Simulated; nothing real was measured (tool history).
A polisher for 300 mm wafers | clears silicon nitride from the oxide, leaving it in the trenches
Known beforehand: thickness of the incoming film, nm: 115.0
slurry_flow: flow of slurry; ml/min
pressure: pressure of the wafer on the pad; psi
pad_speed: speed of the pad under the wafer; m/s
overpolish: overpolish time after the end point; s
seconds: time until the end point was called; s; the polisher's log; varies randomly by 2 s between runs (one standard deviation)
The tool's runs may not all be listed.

run 1 day=0 | slurry_flow=220 pressure=2.7 pad_speed=1.04 overpolish=5 | seconds=126.81
run 2 day=0.192 | slurry_flow=220 pressure=3.3 pad_speed=1.04 overpolish=5 | seconds=105.98
run 3 day=0.562 | slurry_flow=220 pressure=3 pad_speed=1 overpolish=5 | seconds=119.65
run 4 day=0.742 | slurry_flow=165 pressure=3 pad_speed=1 overpolish=5 | seconds=123.59
run 5 day=0.783 | slurry_flow=165 pressure=3 pad_speed=1 overpolish=5 | seconds=123.05
run 6 day=1.025 | slurry_flow=165 pressure=2.7 pad_speed=0.98 overpolish=5 | seconds=139.52
run 7 day=1.312 | slurry_flow=165 pressure=2.5 pad_speed=0.96 overpolish=5 | seconds=153.47
run 8 day=1.462 | slurry_flow=165 pressure=2.3 pad_speed=0.96 overpolish=5 | seconds=165.85

Run 9, settings as shown, results not yet in. Your forecast:
run 9 day=1.829 | slurry_flow=165 pressure=2.3 pad_speed=0.96 overpolish=5 | seconds=?

seconds: 165.39 s
